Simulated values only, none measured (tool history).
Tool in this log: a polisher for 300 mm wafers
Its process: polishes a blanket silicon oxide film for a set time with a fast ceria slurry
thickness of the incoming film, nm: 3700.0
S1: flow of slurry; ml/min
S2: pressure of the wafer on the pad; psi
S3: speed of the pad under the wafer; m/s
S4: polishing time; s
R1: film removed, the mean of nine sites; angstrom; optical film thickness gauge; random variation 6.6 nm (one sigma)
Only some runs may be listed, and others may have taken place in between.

run  hour   S1   S2    S3  S4      R1
  1     0  165  3.3  1.24  72   14100
  2   2.6  200  3.3  1.24  72   14302
  3   5.3  200  3.3  1.24  72   14625
  4   6.5  200  3.3  1.24  72   14405
  5  14.2  180  3.3  1.24  72   14246
  6  19.4  180  2.9  1.12  72   11105
  7  26.4  180  2.6  1.06  72  9406.3
  8  32.9  180  2.3  1.02  72  8304.4
  9  35.8  165  1.5  0.78  72  4261.4
 10  43.9  165  1.5  0.78  72  4167.4
 11  52.8  180  1.6  0.78  72  4494.1
 12  60.3  180  1.6  0.78  72  4506.6
 13  65.9  185  1.7  0.78  72  4823.2
 14  67.9  195  1.7  0.78  72  4830.1
 15  70.8  200  1.8  0.78  72  5170.5
 16  75.1  205  1.8  0.78  72  5155.2
 17  78.8  210  1.8  0.78  72  5123.1

Run 18, settings as shown, results not yet in. Your forecast:
 18  81.4  210   2  0.78  72   ?

Run 18 came out at R1 5789.7 angstrom.

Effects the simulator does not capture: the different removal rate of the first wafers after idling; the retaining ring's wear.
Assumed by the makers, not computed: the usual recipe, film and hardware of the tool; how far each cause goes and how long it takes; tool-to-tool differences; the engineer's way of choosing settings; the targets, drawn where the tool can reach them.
